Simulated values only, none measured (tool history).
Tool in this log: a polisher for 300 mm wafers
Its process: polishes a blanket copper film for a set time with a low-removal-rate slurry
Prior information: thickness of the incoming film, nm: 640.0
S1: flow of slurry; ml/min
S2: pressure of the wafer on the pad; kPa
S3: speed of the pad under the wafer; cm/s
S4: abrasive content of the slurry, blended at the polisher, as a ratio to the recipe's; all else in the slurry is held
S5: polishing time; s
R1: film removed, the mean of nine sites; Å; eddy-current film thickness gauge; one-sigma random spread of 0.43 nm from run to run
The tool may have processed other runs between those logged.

| run | hour | S1 | S2 | S3 | S4 | S5 | R1 |
|---|---|---|---|---|---|---|---|
| 1 | 0 | 310 | 11.7 | 142 | 1 | 37 | 934.34 |
| 2 | 5.8 | 310 | 10.3 | 142 | 1 | 37 | 839.23 |
| 3 | 8.6 | 310 | 9.7 | 142 | 1 | 37 | 795.71 |
| 4 | 10.5 | 310 | 9.7 | 168 | 1 | 37 | 936 |
| 5 | 16 | 310 | 8.3 | 168 | 1 | 37 | 831.97 |
| 6 | 23.8 | 365 | 8.3 | 168 | 1 | 37 | 835.66 |

What will run 7 give?
| 7 | 27.8 | 365 | 8.3 | 168 | 1 | 37 | ? |

R1: 837.92 Å

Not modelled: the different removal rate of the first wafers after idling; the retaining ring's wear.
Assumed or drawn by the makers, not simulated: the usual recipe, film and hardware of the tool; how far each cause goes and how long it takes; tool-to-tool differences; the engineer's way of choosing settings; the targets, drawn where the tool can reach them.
